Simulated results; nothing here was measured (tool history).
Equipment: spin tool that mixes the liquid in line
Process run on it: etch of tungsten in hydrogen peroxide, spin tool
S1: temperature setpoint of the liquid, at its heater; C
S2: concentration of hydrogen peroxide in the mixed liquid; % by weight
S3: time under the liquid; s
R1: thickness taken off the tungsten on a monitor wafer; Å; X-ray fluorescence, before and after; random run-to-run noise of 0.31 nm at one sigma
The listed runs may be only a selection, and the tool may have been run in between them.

{"run": 1, "hour": 0.0, "S1": 54, "S2": 23.5, "S3": 15, "R1": 177.73}
{"run": 2, "hour": 6.2, "S1": 55.5, "S2": 23.5, "S3": 15, "R1": 193.06}
{"run": 3, "hour": 15.0, "S1": 57, "S2": 23.5, "S3": 15, "R1": 211.88}
{"run": 4, "hour": 16.6, "S1": 58, "S2": 23.5, "S3": 15, "R1": 222.04}
{"run": 5, "hour": 23.9, "S1": 59, "S2": 23.5, "S3": 15, "R1": 237.84}
{"run": 6, "hour": 26.9, "S1": 60, "S2": 23.5, "S3": 15, "R1": 255.78}
{"run": 7, "hour": 28.0, "S1": 60.5, "S2": 23.5, "S3": 15, "R1": 262.58}
{"run": 8, "hour": 36.5, "S1": 61, "S2": 23.5, "S3": 15, "R1": 268.19}

For run 9, what comes out?
{"run": 9, "hour": 40.0, "S1": 61.5, "S2": 23.5, "S3": 15, "R1": "?"}

Run 9 gave R1 274.72 Å.

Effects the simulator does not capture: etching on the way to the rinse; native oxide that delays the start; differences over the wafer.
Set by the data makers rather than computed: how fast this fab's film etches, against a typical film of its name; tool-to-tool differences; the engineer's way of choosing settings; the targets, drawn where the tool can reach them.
